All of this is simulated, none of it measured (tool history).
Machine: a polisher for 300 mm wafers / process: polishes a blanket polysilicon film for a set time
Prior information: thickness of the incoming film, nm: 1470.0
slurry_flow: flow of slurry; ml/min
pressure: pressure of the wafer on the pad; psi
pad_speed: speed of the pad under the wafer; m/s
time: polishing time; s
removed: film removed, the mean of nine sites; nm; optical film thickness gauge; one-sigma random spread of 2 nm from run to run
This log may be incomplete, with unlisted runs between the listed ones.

Run 1, hour 0: slurry_flow 230 ml/min, pressure 2.8 psi, pad_speed 0.94 m/s, time 44 s. Result: removed 324.49 nm.
Run 2, hour 0.8: slurry_flow 230 ml/min, pressure 2.3 psi, pad_speed 0.88 m/s, time 44 s. Result: removed 249.45 nm.
Run 3, hour 7.5: slurry_flow 230 ml/min, pressure 2.3 psi, pad_speed 1.1 m/s, time 44 s. Result: removed 313.23 nm.
Run 4, hour 15.7: slurry_flow 275 ml/min, pressure 2.3 psi, pad_speed 1.1 m/s, time 44 s. Result: removed 318.77 nm.
Run 5, hour 16.7: slurry_flow 235 ml/min, pressure 2.3 psi, pad_speed 1.1 m/s, time 44 s. Result: removed 314.77 nm.
Run 6, hour 21.4: slurry_flow 235 ml/min, pressure 2 psi, pad_speed 1 m/s, time 44 s. Result: removed 247.29 nm.

Run 7 has not been measured yet. What should we expect?
Run 7, hour 23.1: slurry_flow 235 ml/min, pressure 1.8 psi, pad_speed 0.96 m/s, time 44 s. Result: removed ?.

removed: 216.44 nm
